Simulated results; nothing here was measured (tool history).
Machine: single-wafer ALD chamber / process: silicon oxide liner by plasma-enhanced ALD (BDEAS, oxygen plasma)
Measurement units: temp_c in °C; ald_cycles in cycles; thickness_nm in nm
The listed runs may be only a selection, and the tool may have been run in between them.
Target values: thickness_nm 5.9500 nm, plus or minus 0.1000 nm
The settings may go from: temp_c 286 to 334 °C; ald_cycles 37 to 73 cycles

run	hour	temp_c	ald_cycles	thickness_nm
1	0.0	310	55	4.9507
2	1.4	309	57	5.1469
3	5.2	305	57	5.1775
4	10.1	305	61	5.5530
5	14.5	304	62	5.6894
# hour 18.1: thermocouple changed; heater temperature recalibrated
6	18.1	303	62	5.6936
7	20.0	302	62	5.7234
8	24.2	301	62	5.7387
9	25.3	300	62	5.7991

Next run, 5 choices. One meets every target within its allowed miss, the rest don't. Which?
A	26.4	302	61	?
B	26.4	296	63	?
C	26.4	304	61	?
D	26.4	296	60	?
E	26.4	316	64	?

move	thickness_nm
A	5.6407
B	5.9599
C	5.6227
D	5.6761
E	5.7860
A: further off than the last run
B: every result lands within tolerance
C: further off than the last run
D: further off than the last run
E: further off than the last run
B is the move that brings every result within its allowed miss.
